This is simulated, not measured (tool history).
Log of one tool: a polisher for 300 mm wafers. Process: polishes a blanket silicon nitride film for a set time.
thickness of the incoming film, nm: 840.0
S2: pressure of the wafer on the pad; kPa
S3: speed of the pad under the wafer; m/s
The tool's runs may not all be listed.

Run 1, day 0.000: flow of slurry (ml/min) 265, S2 24.1 kPa, S3 1.26 m/s, polishing time (s) 67. Result: film removed (Å) 1227.3.
Run 2, day 0.221: flow of slurry (ml/min) 265, S2 25.5 kPa, S3 1.28 m/s, polishing time (s) 67. Result: film removed (Å) 1324.6.
Run 3, day 0.562: flow of slurry (ml/min) 265, S2 26.9 kPa, S3 1.28 m/s, polishing time (s) 67. Result: film removed (Å) 1374.8.
Run 4, day 0.912: flow of slurry (ml/min) 265, S2 28.3 kPa, S3 1.30 m/s, polishing time (s) 67. Result: film removed (Å) 1470.4.
Run 5, day 1.258: flow of slurry (ml/min) 320, S2 28.3 kPa, S3 1.30 m/s, polishing time (s) 67. Result: film removed (Å) 1499.8.
Run 6, day 1.383: flow of slurry (ml/min) 320, S2 28.3 kPa, S3 1.30 m/s, polishing time (s) 67. Result: film removed (Å) 1478.9.

Forecast run 7:
Run 7, day 1.692: flow of slurry (ml/min) 320, S2 29.0 kPa, S3 1.32 m/s, polishing time (s) 67. Result: film removed (Å) ?.

{"run 7": {"film removed (Å)": 1567.6}}

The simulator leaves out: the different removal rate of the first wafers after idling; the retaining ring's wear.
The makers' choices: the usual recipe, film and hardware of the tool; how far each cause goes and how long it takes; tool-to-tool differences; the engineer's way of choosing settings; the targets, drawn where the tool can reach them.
